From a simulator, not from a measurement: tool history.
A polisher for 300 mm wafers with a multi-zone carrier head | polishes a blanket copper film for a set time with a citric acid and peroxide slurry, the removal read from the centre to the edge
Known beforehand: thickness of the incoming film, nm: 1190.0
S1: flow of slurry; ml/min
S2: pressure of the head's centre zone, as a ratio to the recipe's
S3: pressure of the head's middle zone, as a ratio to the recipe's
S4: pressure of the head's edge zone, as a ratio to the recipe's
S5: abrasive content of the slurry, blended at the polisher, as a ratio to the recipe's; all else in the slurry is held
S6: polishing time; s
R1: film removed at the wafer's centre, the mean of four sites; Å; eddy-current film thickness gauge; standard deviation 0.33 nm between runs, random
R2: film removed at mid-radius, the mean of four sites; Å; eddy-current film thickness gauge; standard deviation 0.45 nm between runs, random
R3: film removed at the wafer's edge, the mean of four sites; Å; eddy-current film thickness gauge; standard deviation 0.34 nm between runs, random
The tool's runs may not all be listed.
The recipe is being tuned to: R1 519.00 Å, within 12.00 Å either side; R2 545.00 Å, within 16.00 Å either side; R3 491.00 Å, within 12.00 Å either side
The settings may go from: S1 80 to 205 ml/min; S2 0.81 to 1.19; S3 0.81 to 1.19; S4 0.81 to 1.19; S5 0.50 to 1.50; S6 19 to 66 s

run	hour	S1	S2	S3	S4	S5	S6	R1	R2	R3
1	0.0	135	1.00	1.00	1.00	1.00	42	773.26	778.77	757.62
2	4.2	150	1.00	1.00	1.00	1.00	42	780.38	789.98	776.91
3	5.3	150	1.00	1.00	1.03	1.00	42	787.00	793.58	788.29
4	11.2	135	0.99	1.00	0.98	0.90	40	714.49	727.45	707.14
5	17.9	125	0.98	1.00	0.94	0.80	38	645.24	668.85	638.48
6	24.4	125	0.98	1.00	0.94	0.70	38	623.13	649.33	621.84
7	33.0	120	0.98	1.00	0.91	0.65	37	601.20	618.72	576.20
8	34.8	115	0.97	0.99	0.89	0.60	37	571.89	594.14	569.10
9	39.2	110	0.97	1.00	0.87	0.60	36	555.13	588.60	548.65
10	47.9	105	0.98	1.00	0.86	0.60	36	552.79	573.61	543.16
11	56.4	95	1.00	1.05	0.81	0.50	34	510.07	537.75	476.95
12	63.0	95	1.00	1.05	0.82	0.50	34	509.41	539.16	474.67
13	63.6	95	1.00	1.05	0.82	0.50	34	503.61	535.71	475.61

Exercise: of the 4 proposed moves below, exactly one satisfies all targets within the stated allowed misses. Which move is it?
A	64.2	145	1.04	1.17	0.81	0.50	31	?	?	?
B	64.2	105	1.02	1.07	0.90	0.55	33	?	?	?
C	64.2	95	0.97	1.11	0.83	0.55	35	?	?	?
D	64.2	80	1.06	1.04	0.82	0.50	34	?	?	?

move	R1	R2	R3
A	517.07	566.07	454.77
B	523.11	548.95	497.00
C	518.76	590.36	507.27
D	523.83	520.71	472.79
A: the furthest-off result lands on target, but another misses its tolerance
B: meets every target
C: the furthest-off result lands on target, but another misses its tolerance
D: the furthest-off result lands on target, but another misses its tolerance
Correct choice: B, which meets every target
